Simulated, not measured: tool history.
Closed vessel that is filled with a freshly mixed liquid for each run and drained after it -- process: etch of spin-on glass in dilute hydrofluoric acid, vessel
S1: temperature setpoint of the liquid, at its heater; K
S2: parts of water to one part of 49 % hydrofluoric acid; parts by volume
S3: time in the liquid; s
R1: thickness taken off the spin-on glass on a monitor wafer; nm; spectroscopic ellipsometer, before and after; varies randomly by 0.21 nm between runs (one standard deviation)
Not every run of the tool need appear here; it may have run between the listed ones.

Run 1, day 0: S1 297.15 K, S2 175 parts by volume, S3 390 s. Result: R1 85.388 nm.
Run 2, day 0.275: S1 297.15 K, S2 175 parts by volume, S3 415 s. Result: R1 90.401 nm.
Run 3, day 0.479: S1 295.15 K, S2 180 parts by volume, S3 415 s. Result: R1 81.393 nm.
Run 4, day 0.692: S1 293.65 K, S2 180 parts by volume, S3 415 s. Result: R1 76.847 nm.
Run 5, day 0.929: S1 292.65 K, S2 180 parts by volume, S3 415 s. Result: R1 74.208 nm.
Run 6, day 1.092: S1 295.15 K, S2 180 parts by volume, S3 415 s. Result: R1 81.182 nm.
Run 7, day 1.396: S1 293.65 K, S2 180 parts by volume, S3 415 s. Result: R1 77.174 nm.
Run 8, day 1.7: S1 293.65 K, S2 180 parts by volume, S3 415 s. Result: R1 77.676 nm.

What does the tool deliver on the next run?
Run 9, day 1.879: S1 292.65 K, S2 185 parts by volume, S3 415 s. Result: R1 ?.

Run 9 produced R1 71.315 nm.

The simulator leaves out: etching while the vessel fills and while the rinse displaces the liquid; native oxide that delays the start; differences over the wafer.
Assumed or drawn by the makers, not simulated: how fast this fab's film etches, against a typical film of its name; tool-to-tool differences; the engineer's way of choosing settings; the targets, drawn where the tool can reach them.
